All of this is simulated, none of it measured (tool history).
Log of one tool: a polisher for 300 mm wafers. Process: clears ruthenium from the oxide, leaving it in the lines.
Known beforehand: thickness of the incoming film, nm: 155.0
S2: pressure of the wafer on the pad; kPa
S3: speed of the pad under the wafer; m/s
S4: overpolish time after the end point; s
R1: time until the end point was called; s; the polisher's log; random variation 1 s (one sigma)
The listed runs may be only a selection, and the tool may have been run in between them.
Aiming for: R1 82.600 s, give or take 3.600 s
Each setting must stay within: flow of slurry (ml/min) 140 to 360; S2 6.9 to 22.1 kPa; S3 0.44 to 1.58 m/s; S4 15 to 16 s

Run 1, hour 0.0: flow of slurry (ml/min) 230, S2 14.5 kPa, S3 1.00 m/s, S4 15 s. Result: R1 132.310 s.
Run 2, hour 4.4: flow of slurry (ml/min) 230, S2 14.5 kPa, S3 0.86 m/s, S4 15 s. Result: R1 153.770 s.
Run 3, hour 5.3: flow of slurry (ml/min) 230, S2 14.5 kPa, S3 0.86 m/s, S4 15 s. Result: R1 151.550 s.
Run 4, hour 11.7: flow of slurry (ml/min) 230, S2 16.5 kPa, S3 0.88 m/s, S4 15 s. Result: R1 133.320 s.
Run 5, hour 15.3: flow of slurry (ml/min) 230, S2 16.5 kPa, S3 0.70 m/s, S4 15 s. Result: R1 165.820 s.
Run 6, hour 21.7: flow of slurry (ml/min) 230, S2 17.9 kPa, S3 0.78 m/s, S4 15 s. Result: R1 135.240 s.
Run 7, hour 28.9: flow of slurry (ml/min) 235, S2 22.1 kPa, S3 0.96 m/s, S4 15 s. Result: R1 91.795 s.
Run 8, hour 36.8: flow of slurry (ml/min) 235, S2 22.1 kPa, S3 0.98 m/s, S4 15 s. Result: R1 91.079 s.
Run 9, hour 42.0: flow of slurry (ml/min) 235, S2 22.1 kPa, S3 1.00 m/s, S4 15 s. Result: R1 89.049 s.
Run 10, hour 44.0: flow of slurry (ml/min) 235, S2 22.1 kPa, S3 1.00 m/s, S4 15 s. Result: R1 88.026 s.
Run 11, hour 46.1: flow of slurry (ml/min) 235, S2 22.1 kPa, S3 1.00 m/s, S4 15 s. Result: R1 89.847 s.
Run 12, hour 47.3: flow of slurry (ml/min) 235, S2 22.1 kPa, S3 1.02 m/s, S4 15 s. Result: R1 87.579 s.

Which single option among these 5 for the next run brings every result within its allowed miss of target? Just one does.
Run A, hour 48.5: flow of slurry (ml/min) 260, S2 22.1 kPa, S3 0.92 m/s, S4 16 s. Result: R1 ?.
Run B, hour 48.5: flow of slurry (ml/min) 255, S2 21.4 kPa, S3 0.90 m/s, S4 15 s. Result: R1 ?.
Run C, hour 48.5: flow of slurry (ml/min) 165, S2 22.1 kPa, S3 1.12 m/s, S4 16 s. Result: R1 ?.
Run D, hour 48.5: flow of slurry (ml/min) 195, S2 20.0 kPa, S3 1.08 m/s, S4 16 s. Result: R1 ?.
Run E, hour 48.5: flow of slurry (ml/min) 210, S2 19.3 kPa, S3 1.08 m/s, S4 15 s. Result: R1 ?.

move      R1
   A  94.694
   B  99.941
   C  81.961
   D  91.740
   E  94.197
A: lands further from the targets than the last run did
B: lands further from the targets than the last run did
C: every result within its allowed miss
D: lands further from the targets than the last run did
E: lands further from the targets than the last run did
C is the move that brings every result within its allowed miss.
